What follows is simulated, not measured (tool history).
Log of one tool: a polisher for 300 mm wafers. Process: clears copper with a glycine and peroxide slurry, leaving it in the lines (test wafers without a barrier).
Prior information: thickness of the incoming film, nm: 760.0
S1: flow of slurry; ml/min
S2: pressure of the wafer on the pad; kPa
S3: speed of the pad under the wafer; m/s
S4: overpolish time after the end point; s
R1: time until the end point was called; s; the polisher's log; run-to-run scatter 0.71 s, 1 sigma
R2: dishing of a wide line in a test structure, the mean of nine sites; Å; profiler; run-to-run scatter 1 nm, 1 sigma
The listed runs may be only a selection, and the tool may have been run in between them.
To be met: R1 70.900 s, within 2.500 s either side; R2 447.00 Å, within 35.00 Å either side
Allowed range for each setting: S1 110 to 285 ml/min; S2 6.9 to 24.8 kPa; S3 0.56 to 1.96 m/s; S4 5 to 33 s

| run | hour | S1 | S2 | S3 | S4 | R1 | R2 |
|---|---|---|---|---|---|---|---|
| 1 | 0.0 | 180 | 15.9 | 1.26 | 17 | 108.630 | 411.46 |
| 2 | 1.4 | 180 | 15.9 | 1.26 | 21 | 110.460 | 431.62 |
| 3 | 10.1 | 180 | 15.9 | 1.26 | 18 | 108.000 | 414.20 |
| 4 | 17.1 | 185 | 17.2 | 1.28 | 17 | 103.090 | 429.61 |
| 5 | 24.0 | 185 | 17.2 | 1.28 | 10 | 102.800 | 358.24 |
| 6 | 31.3 | 185 | 19.3 | 1.30 | 10 | 95.830 | 370.79 |
| 7 | 35.8 | 190 | 20.7 | 1.34 | 11 | 91.151 | 372.85 |
| 8 | 41.1 | 190 | 21.4 | 1.40 | 13 | 84.160 | 427.00 |
| 9 | 46.9 | 190 | 22.1 | 1.42 | 13 | 81.870 | 408.28 |
| 10 | 49.1 | 190 | 22.8 | 1.44 | 14 | 77.993 | 436.87 |
| 11 | 56.3 | 190 | 23.4 | 1.46 | 14 | 76.988 | 432.62 |
| 12 | 58.2 | 190 | 23.4 | 1.48 | 14 | 76.213 | 440.60 |
| 13 | 61.1 | 190 | 23.4 | 1.50 | 14 | 73.925 | 450.27 |

Of the 5 settings listed for the next run, only one would bring every result within its allowed miss of target. Which one?
| A | 64.0 | 285 | 22.1 | 1.60 | 17 | ? | ? |
| B | 64.0 | 160 | 21.4 | 1.56 | 17 | ? | ? |
| C | 64.0 | 200 | 22.8 | 1.50 | 18 | ? | ? |
| D | 64.0 | 215 | 22.1 | 1.50 | 19 | ? | ? |
| E | 64.0 | 195 | 24.8 | 1.36 | 12 | ? | ? |

| move | R1 | R2 |
|---|---|---|
| A | 70.067 | 460.79 |
| B | 77.613 | 453.31 |
| C | 75.409 | 462.24 |
| D | 76.212 | 464.86 |
| E | 78.171 | 418.75 |
A: all results land within tolerance of their targets
B: lands further from the targets than the last run did
C: lands further from the targets than the last run did
D: lands further from the targets than the last run did
E: lands further from the targets than the last run did
Answer: A

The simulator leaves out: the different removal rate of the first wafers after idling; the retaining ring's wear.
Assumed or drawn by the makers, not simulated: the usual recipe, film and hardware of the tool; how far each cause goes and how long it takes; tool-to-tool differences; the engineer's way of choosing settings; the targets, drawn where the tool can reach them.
